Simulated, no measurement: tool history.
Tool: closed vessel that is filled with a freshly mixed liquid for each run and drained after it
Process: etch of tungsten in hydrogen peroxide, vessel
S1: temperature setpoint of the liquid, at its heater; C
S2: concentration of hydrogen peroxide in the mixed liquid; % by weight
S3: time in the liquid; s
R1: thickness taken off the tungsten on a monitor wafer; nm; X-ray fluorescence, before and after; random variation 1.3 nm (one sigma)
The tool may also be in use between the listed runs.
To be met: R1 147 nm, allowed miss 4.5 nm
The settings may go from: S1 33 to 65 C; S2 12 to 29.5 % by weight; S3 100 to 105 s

run 1 day=0 | S1=49 S2=20 S3=100 | R1=91.118
run 2 day=0.046 | S1=50 S2=20 S3=100 | R1=95.763
run 3 day=0.233 | S1=50 S2=20 S3=100 | R1=95.512
run 4 day=0.438 | S1=50 S2=23.5 S3=100 | R1=104.56
run 5 day=0.471 | S1=50.5 S2=23.5 S3=100 | R1=106.42
run 6 day=0.583 | S1=51 S2=23.5 S3=100 | R1=109.81
run 7 day=0.908 | S1=51.5 S2=23.5 S3=100 | R1=114.43
run 8 day=1.192 | S1=52 S2=23.5 S3=100 | R1=119.02
run 9 day=1.358 | S1=52.5 S2=23.5 S3=100 | R1=121.47
run 10 day=1.388 | S1=53 S2=23.5 S3=100 | R1=123.54
run 11 day=1.492 | S1=53.5 S2=23.5 S3=100 | R1=128.56
run 12 day=1.671 | S1=55 S2=23.5 S3=100 | R1=142.4

Which of these 4 next moves meets every target?
run A day=1.85 | S1=54.5 S2=21 S3=105 | R1=?
run B day=1.85 | S1=57.5 S2=19 S3=100 | R1=?
run C day=1.85 | S1=55.5 S2=20.5 S3=100 | R1=?
run D day=1.85 | S1=53.5 S2=23 S3=105 | R1=?

move=A R1=136.32
move=B R1=147.36
move=C R1=136.1
move=D R1=134.4
A: further off than the last run
B: meets every target
C: further off than the last run
D: further off than the last run
Answer: B
